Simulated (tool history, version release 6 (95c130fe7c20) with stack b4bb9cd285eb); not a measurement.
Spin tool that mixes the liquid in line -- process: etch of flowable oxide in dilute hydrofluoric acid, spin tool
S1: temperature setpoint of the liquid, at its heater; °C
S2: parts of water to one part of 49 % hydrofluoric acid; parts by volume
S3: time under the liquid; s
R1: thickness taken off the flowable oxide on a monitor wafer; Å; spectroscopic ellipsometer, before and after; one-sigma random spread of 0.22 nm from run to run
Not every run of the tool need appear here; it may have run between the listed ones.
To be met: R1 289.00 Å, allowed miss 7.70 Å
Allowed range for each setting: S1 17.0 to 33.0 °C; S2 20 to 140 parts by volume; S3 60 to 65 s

Run 1, hour 0.0: S1 25.0 °C, S2 75 parts by volume, S3 60 s. Result: R1 202.15 Å.
Run 2, hour 7.3: S1 25.0 °C, S2 75 parts by volume, S3 60 s. Result: R1 205.25 Å.
Run 3, hour 14.3: S1 26.0 °C, S2 75 parts by volume, S3 60 s. Result: R1 214.09 Å.
Run 4, hour 23.3: S1 27.0 °C, S2 75 parts by volume, S3 60 s. Result: R1 219.19 Å.
At hour 32.0: thermometer replaced.
Run 5, hour 32.0: S1 27.5 °C, S2 75 parts by volume, S3 60 s. Result: R1 237.39 Å.
Run 6, hour 39.0: S1 27.5 °C, S2 100 parts by volume, S3 60 s. Result: R1 172.78 Å.
Run 7, hour 42.7: S1 28.0 °C, S2 95 parts by volume, S3 60 s. Result: R1 184.51 Å.
Run 8, hour 50.3: S1 32.0 °C, S2 70 parts by volume, S3 60 s. Result: R1 307.62 Å.
Run 9, hour 57.2: S1 31.5 °C, S2 70 parts by volume, S3 60 s. Result: R1 299.07 Å.

Below are 4 possible settings for the next run. Only one of them brings all results inside the allowed miss of their targets. Which is it?
Run A, hour 64.1: S1 33.0 °C, S2 85 parts by volume, S3 65 s. Result: R1 ?.
Run B, hour 64.1: S1 32.5 °C, S2 75 parts by volume, S3 60 s. Result: R1 ?.
Run C, hour 64.1: S1 29.5 °C, S2 75 parts by volume, S3 65 s. Result: R1 ?.
Run D, hour 64.1: S1 30.5 °C, S2 75 parts by volume, S3 60 s. Result: R1 ?.

move      R1
   A  276.50
   B  288.38
   C  278.75
   D  267.36
A: the result that was furthest off in the last run now lies on the other side of its target
B: meets every target
C: the result that was furthest off in the last run now lies on the other side of its target
D: the result that was furthest off in the last run now lies on the other side of its target
B is the move that brings every result within its allowed miss.

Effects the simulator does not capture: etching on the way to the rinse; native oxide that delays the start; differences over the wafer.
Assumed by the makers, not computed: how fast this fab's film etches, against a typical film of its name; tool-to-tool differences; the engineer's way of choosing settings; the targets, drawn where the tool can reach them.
